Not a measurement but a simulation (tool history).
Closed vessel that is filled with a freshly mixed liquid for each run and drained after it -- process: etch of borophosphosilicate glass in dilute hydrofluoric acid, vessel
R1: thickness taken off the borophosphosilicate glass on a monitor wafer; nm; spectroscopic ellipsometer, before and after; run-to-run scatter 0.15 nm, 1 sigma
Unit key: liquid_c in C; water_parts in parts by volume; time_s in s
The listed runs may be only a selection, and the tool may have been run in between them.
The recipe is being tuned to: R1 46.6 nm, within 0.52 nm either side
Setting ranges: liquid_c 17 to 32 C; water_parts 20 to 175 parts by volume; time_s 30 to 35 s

run 1 hour=0 | liquid_c=24 water_parts=95 time_s=35 | R1=30.685
run 2 hour=1.6 | liquid_c=26 water_parts=95 time_s=35 | R1=33.136
run 3 hour=4.8 | liquid_c=23.5 water_parts=95 time_s=35 | R1=30.011
run 4 hour=13.4 | liquid_c=26 water_parts=95 time_s=35 | R1=33.344
run 5 hour=14 | liquid_c=26 water_parts=125 time_s=35 | R1=24.272
run 6 hour=19.2 | liquid_c=26 water_parts=105 time_s=35 | R1=29.541
run 7 hour=20.3 | liquid_c=27.5 water_parts=100 time_s=35 | R1=33.206
run 8 hour=23.2 | liquid_c=28.5 water_parts=95 time_s=35 | R1=36.799
run 9 hour=29.9 | liquid_c=29.5 water_parts=95 time_s=35 | R1=37.968
run 10 hour=35.1 | liquid_c=30 water_parts=90 time_s=35 | R1=41.042
run 11 hour=39.3 | liquid_c=30.5 water_parts=90 time_s=35 | R1=41.949

Exercise: of the 5 proposed moves below, exactly one satisfies all targets within the stated allowed misses. Which move is it?
run A hour=43.5 | liquid_c=32 water_parts=75 time_s=30 | R1=?
run B hour=43.5 | liquid_c=30 water_parts=85 time_s=35 | R1=?
run C hour=43.5 | liquid_c=30 water_parts=75 time_s=35 | R1=?
run D hour=43.5 | liquid_c=29.5 water_parts=75 time_s=35 | R1=?
run E hour=43.5 | liquid_c=29 water_parts=75 time_s=35 | R1=?

move=A R1=46.802
move=B R1=44.004
move=C R1=50.606
move=D R1=49.643
move=E R1=48.694
A: meets every target
B: better than the last run, though not everything is in spec
C: takes the result that was furthest off past its target
D: takes the result that was furthest off past its target
E: takes the result that was furthest off past its target
A meets every target.
